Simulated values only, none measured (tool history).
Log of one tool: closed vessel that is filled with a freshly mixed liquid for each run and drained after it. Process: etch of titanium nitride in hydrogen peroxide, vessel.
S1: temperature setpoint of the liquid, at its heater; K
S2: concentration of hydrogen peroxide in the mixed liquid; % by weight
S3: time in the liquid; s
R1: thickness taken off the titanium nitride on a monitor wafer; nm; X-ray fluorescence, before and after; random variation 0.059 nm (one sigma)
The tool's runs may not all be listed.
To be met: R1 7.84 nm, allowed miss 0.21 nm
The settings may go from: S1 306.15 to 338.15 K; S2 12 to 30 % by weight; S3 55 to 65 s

| run | day | S1 | S2 | S3 | R1 |
|---|---|---|---|---|---|
| 1 | 0 | 322.15 | 22.5 | 65 | 3.2925 |
| 2 | 0.333 | 322.15 | 20.5 | 65 | 3.2174 |
| 3 | 0.421 | 322.15 | 20.5 | 65 | 3.1632 |
| 4 | 0.596 | 326.65 | 20.5 | 65 | 4.3775 |
| 5 | 0.846 | 327.65 | 20.5 | 65 | 4.6845 |
|  | 1.042 | peroxide flow meter replaced |
| 6 | 1.042 | 321.65 | 20.5 | 65 | 3.0926 |
| 7 | 1.279 | 323.15 | 20.5 | 65 | 3.469 |
| 8 | 1.588 | 324.65 | 20.5 | 65 | 3.8937 |
| 9 | 1.654 | 325.65 | 20.5 | 65 | 4.1347 |

Which of these 5 next moves meets every target?
| A | 1.721 | 333.65 | 29 | 65 | ? |
| B | 1.721 | 331.15 | 21 | 65 | ? |
| C | 1.721 | 331.65 | 16 | 55 | ? |
| D | 1.721 | 319.65 | 26.5 | 55 | ? |
| E | 1.721 | 329.15 | 30 | 65 | ? |

| move | R1 |
|---|---|
| A | 7.8045 |
| B | 6.1329 |
| C | 5.0683 |
| D | 2.4052 |
| E | 5.7727 |
A: meets every target
B: nearer than the last run, and not there yet
C: nearer than the last run, and not there yet
D: further off than the last run
E: nearer than the last run, and not there yet
Answer: A
